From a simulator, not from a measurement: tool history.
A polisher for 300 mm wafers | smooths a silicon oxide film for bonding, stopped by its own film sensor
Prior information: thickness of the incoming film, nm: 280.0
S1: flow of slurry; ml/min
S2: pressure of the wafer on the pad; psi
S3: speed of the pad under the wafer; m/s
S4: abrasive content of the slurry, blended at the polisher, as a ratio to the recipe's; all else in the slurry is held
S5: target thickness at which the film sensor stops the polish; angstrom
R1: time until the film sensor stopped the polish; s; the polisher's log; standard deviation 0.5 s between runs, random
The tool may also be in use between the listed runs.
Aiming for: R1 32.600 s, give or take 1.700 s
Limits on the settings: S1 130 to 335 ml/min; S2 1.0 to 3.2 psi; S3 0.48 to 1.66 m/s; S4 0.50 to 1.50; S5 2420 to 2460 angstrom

| run | hour | S1 | S2 | S3 | S4 | S5 | R1 |
|---|---|---|---|---|---|---|---|
| 1 | 0.0 | 215 | 2.1 | 1.06 | 1.00 | 2420 | 52.306 |
| 2 | 7.0 | 215 | 2.4 | 1.08 | 1.00 | 2420 | 46.677 |
| 3 | 10.7 | 215 | 2.6 | 1.12 | 1.00 | 2420 | 42.580 |
| 4 | 19.6 | 215 | 2.8 | 1.14 | 1.00 | 2420 | 37.905 |
| 5 | 21.6 | 215 | 2.9 | 1.14 | 1.00 | 2420 | 35.266 |
| 6 | 25.8 | 215 | 2.7 | 1.14 | 1.00 | 2420 | 39.776 |
| 7 | 33.8 | 215 | 2.8 | 1.16 | 1.00 | 2420 | 37.211 |
| 8 | 38.8 | 215 | 2.9 | 1.16 | 1.00 | 2420 | 36.593 |
| 9 | 40.3 | 215 | 3.0 | 1.16 | 1.00 | 2420 | 34.211 |

Exactly one of the 4 candidate moves below puts every result within its allowed miss. Which one?
| A | 41.8 | 235 | 2.6 | 1.50 | 0.90 | 2430 | ? |
| B | 41.8 | 225 | 2.8 | 1.22 | 0.85 | 2440 | ? |
| C | 41.8 | 190 | 2.8 | 1.18 | 1.05 | 2420 | ? |
| D | 41.8 | 205 | 3.2 | 0.84 | 1.10 | 2460 | ? |

| move | R1 |
|---|---|
| A | 32.979 |
| B | 36.558 |
| C | 36.364 |
| D | 36.054 |
A: all results land within tolerance of their targets
B: misses by more than the last run did
C: misses by more than the last run did
D: misses by more than the last run did
The move that meets every target is A.
